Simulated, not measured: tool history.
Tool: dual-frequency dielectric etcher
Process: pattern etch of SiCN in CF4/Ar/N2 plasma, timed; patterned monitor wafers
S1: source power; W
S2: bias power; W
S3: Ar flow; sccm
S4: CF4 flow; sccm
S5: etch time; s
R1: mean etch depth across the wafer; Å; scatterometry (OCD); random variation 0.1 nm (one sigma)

| run | day | S1 | S2 | S3 | S4 | S5 | R1 |
|---|---|---|---|---|---|---|---|
| 1 | 0.000 | 430 | 72 | 128 | 69 | 42.5 | 367.62 |
| 2 | 0.167 | 400 | 67 | 133 | 67 | 42.5 | 326.55 |
| 3 | 0.250 | 370 | 64 | 134 | 67 | 42.5 | 296.21 |
| 4 | 0.467 | 370 | 64 | 134 | 56 | 42.5 | 284.68 |
| 5 | 0.842 | 370 | 64 | 134 | 56 | 42.5 | 284.61 |
| 6 | 1.025 | 370 | 64 | 154 | 56 | 42.5 | 281.48 |
| 7 | 1.158 | 350 | 63 | 154 | 56 | 42.5 | 262.59 |
| 8 | 1.529 | 260 | 62 | 154 | 56 | 42.5 | 184.79 |

Forecast run 9:
| 9 | 1.896 | 270 | 62 | 154 | 56 | 42.5 | ? |

{"run 9": {"R1": 192.5}}
